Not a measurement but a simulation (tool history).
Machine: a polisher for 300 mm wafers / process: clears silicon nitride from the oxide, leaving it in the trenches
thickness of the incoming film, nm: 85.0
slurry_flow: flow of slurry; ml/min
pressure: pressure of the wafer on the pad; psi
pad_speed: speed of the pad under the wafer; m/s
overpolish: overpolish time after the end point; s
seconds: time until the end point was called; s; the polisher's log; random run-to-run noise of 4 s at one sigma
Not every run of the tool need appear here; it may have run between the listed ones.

run  hour  slurry_flow  pressure  pad_speed  overpolish  seconds
  1   0.0          160       2.9       0.98          28   82.889
  2   7.9          160       2.9       0.80          28   97.174
  3  15.2          160       2.7       0.76          28  111.360
  4  20.9          160       2.5       0.74          28  122.610
  5  22.7          160       3.1       0.74          28   94.320
  6  29.6          160       3.1       0.64          28  106.890
  7  36.4          160       2.9       0.62          28  120.550
  8  41.7          160       2.7       0.62          28  120.890

Run 9, settings as shown, results not yet in. Your forecast:
  9  50.5          160       2.5       0.60          28        ?

For run 9 the tool returned seconds 143.140 s.
